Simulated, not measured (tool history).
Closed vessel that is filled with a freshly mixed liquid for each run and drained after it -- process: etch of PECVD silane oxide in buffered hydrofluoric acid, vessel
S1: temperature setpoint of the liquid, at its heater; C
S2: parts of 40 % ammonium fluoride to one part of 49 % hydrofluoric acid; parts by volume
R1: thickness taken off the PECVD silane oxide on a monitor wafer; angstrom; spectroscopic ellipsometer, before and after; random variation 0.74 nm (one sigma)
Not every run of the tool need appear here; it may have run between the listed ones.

{"run": 1, "hour": 0.0, "S1": 25, "S2": 16.5, "time in the liquid (s)": 100, "R1": 1485.2}
{"run": 2, "hour": 8.2, "S1": 24.5, "S2": 16.5, "time in the liquid (s)": 100, "R1": 1443}
{"run": 3, "hour": 10.2, "S1": 24, "S2": 16.5, "time in the liquid (s)": 100, "R1": 1403.7}
{"run": 4, "hour": 18.4, "S1": 23.5, "S2": 16.5, "time in the liquid (s)": 100, "R1": 1369.3}
{"run": 5, "hour": 25.2, "S1": 23.5, "S2": 19.5, "time in the liquid (s)": 100, "R1": 1151.7}
{"run": 6, "hour": 29.8, "S1": 23.5, "S2": 21.5, "time in the liquid (s)": 100, "R1": 1072}
{"hour": 38.5, "done": "thermometer replaced"}
{"run": 7, "hour": 38.5, "S1": 27.5, "S2": 21, "time in the liquid (s)": 100, "R1": 1469.2}
{"run": 8, "hour": 44.5, "S1": 27, "S2": 21, "time in the liquid (s)": 100, "R1": 1424.4}

For run 9, what comes out?
{"run": 9, "hour": 46.1, "S1": 26.5, "S2": 21, "time in the liquid (s)": 100, "R1": "?"}

R1: 1397.2 angstrom
